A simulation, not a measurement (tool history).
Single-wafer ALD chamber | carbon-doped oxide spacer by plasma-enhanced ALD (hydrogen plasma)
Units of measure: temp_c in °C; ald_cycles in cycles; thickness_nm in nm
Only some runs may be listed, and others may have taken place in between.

run	hour	temp_c	ald_cycles	thickness_nm
1	0.0	395	599	30.312
2	3.5	395	631	31.824
3	5.8	395	657	33.207
4	9.0	395	702	35.078
5	12.1	395	631	31.557
6	19.4	395	659	33.665
7	28.8	395	675	34.206
8	33.9	395	689	34.772

Predict the results of run 9:
9	37.5	395	701	?

thickness_nm: 35.494 nm
